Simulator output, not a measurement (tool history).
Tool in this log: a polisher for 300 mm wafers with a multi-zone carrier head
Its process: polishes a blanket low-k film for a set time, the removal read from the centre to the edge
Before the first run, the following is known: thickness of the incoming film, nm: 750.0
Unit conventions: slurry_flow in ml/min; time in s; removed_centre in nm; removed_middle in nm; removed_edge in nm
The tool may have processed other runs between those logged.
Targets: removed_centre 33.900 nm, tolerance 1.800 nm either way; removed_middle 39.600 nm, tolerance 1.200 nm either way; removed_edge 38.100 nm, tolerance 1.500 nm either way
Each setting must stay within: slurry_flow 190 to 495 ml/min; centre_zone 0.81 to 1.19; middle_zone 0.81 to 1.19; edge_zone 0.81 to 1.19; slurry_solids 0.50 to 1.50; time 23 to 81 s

run    day  slurry_flow  centre_zone  middle_zone  edge_zone  slurry_solids  time  removed_centre  removed_middle  removed_edge
  1  0.000          320         1.00         1.00       1.00           1.00    52          27.744          28.546        28.076
  2  0.083          320         0.99         1.02       1.03           1.10    52          30.014          30.293        29.697
  3  0.292          310         0.94         1.04       1.05           1.20    53          30.442          32.416        30.350
  4  0.500          310         0.94         1.04       0.97           1.20    53          30.071          31.866        30.067
  5  0.842          310         0.91         1.03       1.01           1.25    55          29.902          33.843        32.866
  6  1.217          310         0.91         0.95       1.01           1.25    55          29.702          31.744        32.714
     1.258  -- slurry nozzle cleaned
  7  1.258          320         0.90         0.97       1.03           1.30    55          32.187          33.529        33.326
  8  1.583          310         0.88         0.98       1.04           1.35    56          31.314          34.916        34.316
  9  1.788          315         0.87         0.98       1.04           1.40    57          31.666          36.000        36.056
 10  1.888          325         0.87         0.99       1.05           1.40    57          32.772          36.487        36.706
 11  2.029          330         0.87         1.01       1.06           1.40    57          32.079          37.277        36.136
 12  2.092          335         0.87         1.01       1.06           1.40    57          32.696          37.307        35.800
 13  2.338          330         0.87         1.01       1.06           1.40    57          32.375          37.247        36.088

Exactly one of the 5 candidate moves below puts every result within its allowed miss. Which one?
  A  2.583          485         0.97         1.09       1.04           1.50    50               ?               ?             ?
  B  2.583          325         0.87         1.00       1.09           1.45    65               ?               ?             ?
  C  2.583          320         0.81         1.02       1.08           1.40    65               ?               ?             ?
  D  2.583          420         0.87         1.03       1.06           1.35    59               ?               ?             ?
  E  2.583          300         0.86         1.05       1.07           1.30    56               ?               ?             ?

move  removed_centre  removed_middle  removed_edge
   A          33.003          37.110        32.837
   B          36.664          42.937        42.019
   C          33.626          43.053        41.263
   D          33.207          39.781        37.324
   E          29.711          36.709        34.244
A: misses by more than the last run did
B: pushes the last run's worst result past its target
C: pushes the last run's worst result past its target
D: every result within its allowed miss
E: misses by more than the last run did
D meets every target.

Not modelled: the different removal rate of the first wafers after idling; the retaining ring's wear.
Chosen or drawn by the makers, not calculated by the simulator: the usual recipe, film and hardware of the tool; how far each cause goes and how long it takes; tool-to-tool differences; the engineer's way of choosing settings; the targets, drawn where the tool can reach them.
